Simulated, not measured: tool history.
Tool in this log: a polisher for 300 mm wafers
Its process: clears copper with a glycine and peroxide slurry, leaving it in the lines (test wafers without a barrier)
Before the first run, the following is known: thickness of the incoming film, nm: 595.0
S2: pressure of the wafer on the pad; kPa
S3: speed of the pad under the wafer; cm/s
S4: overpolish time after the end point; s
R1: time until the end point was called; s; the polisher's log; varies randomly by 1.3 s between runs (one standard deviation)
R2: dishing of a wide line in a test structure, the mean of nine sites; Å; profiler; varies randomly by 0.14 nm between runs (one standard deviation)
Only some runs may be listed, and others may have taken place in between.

run 1 hour=0 | flow_of_slurry_(ml/min)=315 S2=22.1 S3=84 S4=11 | R1=96.039 R2=203.67
run 2 hour=5.1 | flow_of_slurry_(ml/min)=385 S2=22.1 S3=84 S4=11 | R1=95.448 R2=204.62
run 3 hour=5.9 | flow_of_slurry_(ml/min)=345 S2=19.3 S3=94 S4=9 | R1=100.42 R2=191.3
run 4 hour=7.8 | flow_of_slurry_(ml/min)=345 S2=19.3 S3=94 S4=5 | R1=101.52 R2=146.01
run 5 hour=8.5 | flow_of_slurry_(ml/min)=305 S2=19.3 S3=94 S4=5 | R1=99.913 R2=147.95
run 6 hour=13 | flow_of_slurry_(ml/min)=305 S2=16.5 S3=94 S4=5 | R1=115.11 R2=139.06
run 7 hour=16.3 | flow_of_slurry_(ml/min)=280 S2=15.9 S3=102 S4=5 | R1=113.66 R2=142.21

Run 8 has not been measured yet. What should we expect?
run 8 hour=17.9 | flow_of_slurry_(ml/min)=260 S2=17.2 S3=98 S4=5 | R1=? R2=?

{"run 8": {"R1": 108.59, "R2": 139.55}}
